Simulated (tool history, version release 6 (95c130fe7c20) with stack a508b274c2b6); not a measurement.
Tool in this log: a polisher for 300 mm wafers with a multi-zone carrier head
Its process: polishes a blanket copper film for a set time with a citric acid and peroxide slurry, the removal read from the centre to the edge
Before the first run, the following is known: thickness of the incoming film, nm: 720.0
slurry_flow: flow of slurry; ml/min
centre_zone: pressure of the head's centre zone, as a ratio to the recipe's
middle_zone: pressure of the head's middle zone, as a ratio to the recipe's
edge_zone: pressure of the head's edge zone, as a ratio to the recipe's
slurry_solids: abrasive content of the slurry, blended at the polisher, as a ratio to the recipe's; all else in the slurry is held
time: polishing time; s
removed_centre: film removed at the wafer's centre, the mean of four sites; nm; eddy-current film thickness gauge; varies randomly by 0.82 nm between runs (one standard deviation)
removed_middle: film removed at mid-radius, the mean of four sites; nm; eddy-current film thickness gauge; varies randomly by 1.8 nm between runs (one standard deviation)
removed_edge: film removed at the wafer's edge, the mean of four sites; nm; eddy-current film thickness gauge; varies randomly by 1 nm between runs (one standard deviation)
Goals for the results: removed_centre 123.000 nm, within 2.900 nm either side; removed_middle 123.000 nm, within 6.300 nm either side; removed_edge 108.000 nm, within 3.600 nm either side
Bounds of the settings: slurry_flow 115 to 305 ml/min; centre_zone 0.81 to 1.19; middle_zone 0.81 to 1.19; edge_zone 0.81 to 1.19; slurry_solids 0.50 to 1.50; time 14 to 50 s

run	hour	slurry_flow	centre_zone	middle_zone	edge_zone	slurry_solids	time	removed_centre	removed_middle	removed_edge
1	0.0	195	1.00	1.00	1.00	1.00	32	110.700	105.690	111.860
2	4.8	220	1.02	1.04	0.96	1.00	32	114.520	113.370	110.030
3	11.3	220	1.02	1.04	0.96	1.00	27	96.319	94.216	91.707
4	19.9	185	1.02	1.04	0.96	1.00	27	94.121	92.233	91.052
5	21.1	185	0.94	1.04	0.96	1.00	27	89.115	93.684	91.257
6	25.5	185	0.94	1.04	0.96	1.00	21	68.961	69.897	71.487
7	31.8	195	1.01	1.08	0.98	1.15	23	82.995	83.361	81.763
8	36.1	250	1.11	1.18	1.06	1.40	26	108.270	112.580	105.400
9	40.3	265	1.13	1.18	1.03	1.45	26	113.750	113.080	104.080
10	42.2	275	1.13	1.18	1.01	1.45	27	117.830	120.140	108.370
11	50.7	280	1.14	1.18	1.00	1.45	27	118.370	119.970	108.260
12	57.8	285	1.15	1.18	0.99	1.45	27	119.010	121.560	107.500
13	61.3	290	1.16	1.18	0.99	1.45	27	119.290	120.180	107.920

4 candidate next runs follow, results not yet known. Just one meets every target within its allowed miss. Identify it.
A	64.8	285	1.17	1.19	0.99	1.40	28	?	?	?
B	64.8	305	1.07	1.19	1.03	1.30	28	?	?	?
C	64.8	305	1.01	1.18	1.00	1.45	28	?	?	?
D	64.8	305	1.00	1.19	1.02	1.45	28	?	?	?

move	removed_centre	removed_middle	removed_edge
A	122.600	126.990	109.900
B	115.000	125.330	110.370
C	114.710	128.220	112.090
D	114.090	129.140	113.160
A: in spec on every target
B: moves away from the targets compared with the last run
C: moves away from the targets compared with the last run
D: moves away from the targets compared with the last run
Go with A: it meets all targets.

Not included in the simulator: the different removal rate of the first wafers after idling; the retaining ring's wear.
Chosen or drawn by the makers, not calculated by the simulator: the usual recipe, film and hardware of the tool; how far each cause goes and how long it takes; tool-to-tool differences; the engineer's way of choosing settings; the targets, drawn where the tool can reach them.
